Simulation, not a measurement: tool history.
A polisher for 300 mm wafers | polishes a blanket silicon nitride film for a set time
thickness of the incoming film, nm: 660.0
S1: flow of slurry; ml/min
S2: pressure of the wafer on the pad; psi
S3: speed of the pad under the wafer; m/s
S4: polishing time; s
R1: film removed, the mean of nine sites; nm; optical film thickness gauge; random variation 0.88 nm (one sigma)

| run | hour | S1 | S2 | S3 | S4 | R1 |
|---|---|---|---|---|---|---|
| 1 | 0 | 170 | 3.4 | 0.92 | 40 | 67.488 |
| 2 | 7.1 | 170 | 3.5 | 0.92 | 40 | 69.976 |
| 3 | 12.1 | 205 | 3.5 | 0.92 | 40 | 71.94 |
| 4 | 15.6 | 205 | 3.5 | 0.92 | 40 | 70.586 |
| 5 | 24.2 | 205 | 2.9 | 0.92 | 40 | 59.613 |
| 6 | 26.5 | 205 | 2.9 | 0.92 | 40 | 59.793 |

The next listed run, before its measurement:
| 7 | 30.1 | 205 | 3.1 | 0.92 | 40 | ? |

R1: 63.608 nm
